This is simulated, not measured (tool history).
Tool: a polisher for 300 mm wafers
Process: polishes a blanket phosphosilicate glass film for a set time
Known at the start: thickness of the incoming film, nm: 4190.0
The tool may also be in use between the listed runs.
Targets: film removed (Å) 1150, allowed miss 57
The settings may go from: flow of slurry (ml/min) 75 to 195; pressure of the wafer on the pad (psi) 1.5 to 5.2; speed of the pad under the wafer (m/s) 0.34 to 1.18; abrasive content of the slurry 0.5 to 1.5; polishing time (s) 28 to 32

run,hour,flow of slurry (ml/min),pressure of the wafer on the pad (psi),speed of the pad under the wafer (m/s),abrasive content of the slurry,polishing time (s),film removed (Å)
1,0,125,3.3,0.76,1,32,2076.7
2,6,125,3.7,0.76,1,32,2287.5
3,7.6,125,3,0.72,1,32,1779.2
4,12.2,125,3,0.72,1,32,1779.6
5,16.5,125,2.6,0.72,1,32,1548
6,20.6,125,2.6,0.72,1,32,1593.4
7,26.9,125,2.3,0.72,1,32,1395.6
8,32.7,125,2.1,0.72,1,32,1254.2
# hour 36.5: head pressure recalibrated
9,36.5,115,1.9,0.72,1,32,1037.7
10,40.3,120,1.9,0.72,1,32,1047
11,42.5,120,1.9,0.72,1,32,1019
12,44.7,130,2.3,0.72,1,32,1255.6
13,51,135,2.3,0.72,1,32,1286.3
14,55.6,115,2,0.72,1,32,1084.2
15,62.8,115,2,0.72,1,32,1065.1
16,65.2,120,2,0.72,1,32,1088.4

Which of these 4 next moves meets every target?
A,67.6,110,1.9,0.78,1.15,30,?
B,67.6,105,2.4,0.52,1.05,32,?
C,67.6,140,2.3,0.76,0.9,32,?
D,67.6,135,2.1,0.72,0.9,32,?

move,film removed (Å)
A,1048.5
B,1038.7
C,1281.7
D,1126.3
A: further off than the last run
B: further off than the last run
C: takes the result that was furthest off past its target
D: meets every target
Move D is the one to make.

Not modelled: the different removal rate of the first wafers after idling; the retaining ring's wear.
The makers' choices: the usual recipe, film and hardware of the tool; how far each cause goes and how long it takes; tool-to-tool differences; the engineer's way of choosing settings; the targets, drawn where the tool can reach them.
